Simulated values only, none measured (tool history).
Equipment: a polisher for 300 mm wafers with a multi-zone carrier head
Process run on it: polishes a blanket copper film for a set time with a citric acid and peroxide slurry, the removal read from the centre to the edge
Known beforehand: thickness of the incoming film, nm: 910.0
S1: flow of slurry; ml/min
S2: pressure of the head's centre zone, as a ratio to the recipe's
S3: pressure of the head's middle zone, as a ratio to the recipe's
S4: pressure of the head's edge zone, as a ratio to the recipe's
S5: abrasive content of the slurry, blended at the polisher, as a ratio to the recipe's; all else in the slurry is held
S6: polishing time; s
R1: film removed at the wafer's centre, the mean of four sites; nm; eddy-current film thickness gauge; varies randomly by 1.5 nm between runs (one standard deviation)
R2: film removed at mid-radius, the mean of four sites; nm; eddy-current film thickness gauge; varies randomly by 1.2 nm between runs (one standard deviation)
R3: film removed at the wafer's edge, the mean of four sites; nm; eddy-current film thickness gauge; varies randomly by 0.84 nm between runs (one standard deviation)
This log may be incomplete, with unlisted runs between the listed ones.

run 1 hour=0 | S1=285 S2=1 S3=1 S4=1 S5=1 S6=55 | R1=107.57 R2=107.76 R3=111.01
run 2 hour=6.9 | S1=285 S2=1 S3=1 S4=1 S5=1 S6=60 | R1=118.82 R2=119.22 R3=121.45
run 3 hour=11.2 | S1=345 S2=1 S3=1 S4=1 S5=1 S6=60 | R1=120.99 R2=118.8 R3=122.82
run 4 hour=13.7 | S1=345 S2=0.99 S3=1 S4=1.01 S5=1 S6=60 | R1=122.13 R2=118.72 R3=123.2
run 5 hour=17.7 | S1=340 S2=0.98 S3=1 S4=1.02 S5=1 S6=60 | R1=118.07 R2=118.94 R3=123.66
run 6 hour=23.1 | S1=340 S2=0.98 S3=0.93 S4=1.02 S5=1 S6=60 | R1=118.56 R2=113.45 R3=124

Run 7 is up next; what results do you expect?
run 7 hour=29.1 | S1=340 S2=0.97 S3=0.93 S4=1.03 S5=1 S6=60 | R1=? R2=? R3=?

Run 7 produced R1 116.1 nm, R2 111.03 nm, R3 125.04 nm.
